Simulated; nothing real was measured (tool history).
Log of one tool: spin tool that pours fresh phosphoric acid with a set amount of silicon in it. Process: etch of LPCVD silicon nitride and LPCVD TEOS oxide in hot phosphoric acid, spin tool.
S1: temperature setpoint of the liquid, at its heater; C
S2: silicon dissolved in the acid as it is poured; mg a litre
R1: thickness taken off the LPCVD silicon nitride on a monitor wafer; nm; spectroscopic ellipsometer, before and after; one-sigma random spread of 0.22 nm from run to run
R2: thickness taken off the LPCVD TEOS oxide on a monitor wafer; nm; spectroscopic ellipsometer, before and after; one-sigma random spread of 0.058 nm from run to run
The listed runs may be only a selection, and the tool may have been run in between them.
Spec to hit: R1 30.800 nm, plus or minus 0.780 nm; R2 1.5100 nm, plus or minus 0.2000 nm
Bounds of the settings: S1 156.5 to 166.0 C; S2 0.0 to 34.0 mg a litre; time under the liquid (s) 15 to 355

Run 1, hour 0.0: S1 161.0 C, S2 15.0 mg a litre, time under the liquid (s) 180. Result: R1 16.526 nm, R2 1.0597 nm.
Run 2, hour 6.5: S1 162.0 C, S2 15.0 mg a litre, time under the liquid (s) 180. Result: R1 16.847 nm, R2 1.0772 nm.
Run 3, hour 7.3: S1 162.0 C, S2 9.0 mg a litre, time under the liquid (s) 180. Result: R1 17.039 nm, R2 1.2480 nm.
Run 4, hour 15.8: S1 162.0 C, S2 15.0 mg a litre, time under the liquid (s) 180. Result: R1 16.934 nm, R2 1.1962 nm.
Run 5, hour 16.5: S1 161.5 C, S2 17.5 mg a litre, time under the liquid (s) 205. Result: R1 19.187 nm, R2 1.2460 nm.
Run 6, hour 17.6: S1 161.5 C, S2 17.5 mg a litre, time under the liquid (s) 175. Result: R1 16.540 nm, R2 1.0260 nm.
Run 7, hour 18.1: S1 161.5 C, S2 21.0 mg a litre, time under the liquid (s) 200. Result: R1 18.565 nm, R2 1.0163 nm.
Run 8, hour 25.1: S1 162.0 C, S2 22.5 mg a litre, time under the liquid (s) 220. Result: R1 20.766 nm, R2 1.1382 nm.
Run 9, hour 33.5: S1 162.5 C, S2 23.5 mg a litre, time under the liquid (s) 235. Result: R1 22.666 nm, R2 1.1185 nm.
Run 10, hour 37.3: S1 163.0 C, S2 23.0 mg a litre, time under the liquid (s) 245. Result: R1 24.076 nm, R2 1.2678 nm.
Run 11, hour 43.1: S1 163.0 C, S2 23.5 mg a litre, time under the liquid (s) 255. Result: R1 24.833 nm, R2 1.3764 nm.
Run 12, hour 49.7: S1 163.0 C, S2 24.5 mg a litre, time under the liquid (s) 265. Result: R1 26.166 nm, R2 1.3611 nm.

5 next moves are on the table. One of them brings every result within its allowed miss. Which?
Run A, hour 56.3: S1 160.5 C, S2 19.5 mg a litre, time under the liquid (s) 320. Result: R1 ?, R2 ?.
Run B, hour 56.3: S1 160.5 C, S2 19.0 mg a litre, time under the liquid (s) 325. Result: R1 ?, R2 ?.
Run C, hour 56.3: S1 163.0 C, S2 17.0 mg a litre, time under the liquid (s) 225. Result: R1 ?, R2 ?.
Run D, hour 56.3: S1 162.5 C, S2 26.0 mg a litre, time under the liquid (s) 320. Result: R1 ?, R2 ?.
Run E, hour 56.3: S1 163.0 C, S2 18.0 mg a litre, time under the liquid (s) 225. Result: R1 ?, R2 ?.

move      R1      R2
   A  28.477  1.6336
   B  28.922  1.6825
   C  21.762  1.4776
   D  30.441  1.5461
   E  21.762  1.4387
A: gains on the last run, yet a result remains outside its allowed miss
B: gains on the last run, yet a result remains outside its allowed miss
C: the biggest miss grows against the last run
D: hits every target within its allowed miss
E: the biggest miss grows against the last run
D meets every target.

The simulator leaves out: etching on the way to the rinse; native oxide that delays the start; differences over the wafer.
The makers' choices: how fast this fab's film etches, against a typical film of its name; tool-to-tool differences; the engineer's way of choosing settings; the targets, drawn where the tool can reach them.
